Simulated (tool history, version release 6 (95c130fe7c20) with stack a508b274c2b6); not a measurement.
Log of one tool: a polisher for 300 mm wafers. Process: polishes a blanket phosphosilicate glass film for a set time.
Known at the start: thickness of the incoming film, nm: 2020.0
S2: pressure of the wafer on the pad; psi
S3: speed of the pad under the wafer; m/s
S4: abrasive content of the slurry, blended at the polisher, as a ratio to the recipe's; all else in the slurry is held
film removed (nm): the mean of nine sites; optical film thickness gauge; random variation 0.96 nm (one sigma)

run 1 hour=0.0 | flow_of_slurry_(ml/min)=215 S2=2.4 S3=0.90 S4=1.0 polishing_time_(s)=28 | film_removed_(nm)=167.21
run 2 hour=2.4 | flow_of_slurry_(ml/min)=215 S2=2.2 S3=0.84 S4=1.0 polishing_time_(s)=28 | film_removed_(nm)=146.89
run 3 hour=9.4 | flow_of_slurry_(ml/min)=215 S2=2.0 S3=0.78 S4=1.0 polishing_time_(s)=28 | film_removed_(nm)=126.53
run 4 hour=15.4 | flow_of_slurry_(ml/min)=215 S2=2.0 S3=0.78 S4=1.2 polishing_time_(s)=28 | film_removed_(nm)=140.00
run 5 hour=16.6 | flow_of_slurry_(ml/min)=175 S2=2.0 S3=0.78 S4=1.2 polishing_time_(s)=28 | film_removed_(nm)=135.19
run 6 hour=25.3 | flow_of_slurry_(ml/min)=175 S2=2.0 S3=0.62 S4=1.2 polishing_time_(s)=28 | film_removed_(nm)=109.73

Run 7 comes next. What will it give?
run 7 hour=27.8 | flow_of_slurry_(ml/min)=175 S2=1.9 S3=0.60 S4=1.2 polishing_time_(s)=28 | film_removed_(nm)=?

Run 7 gave film removed (nm) 102.96.
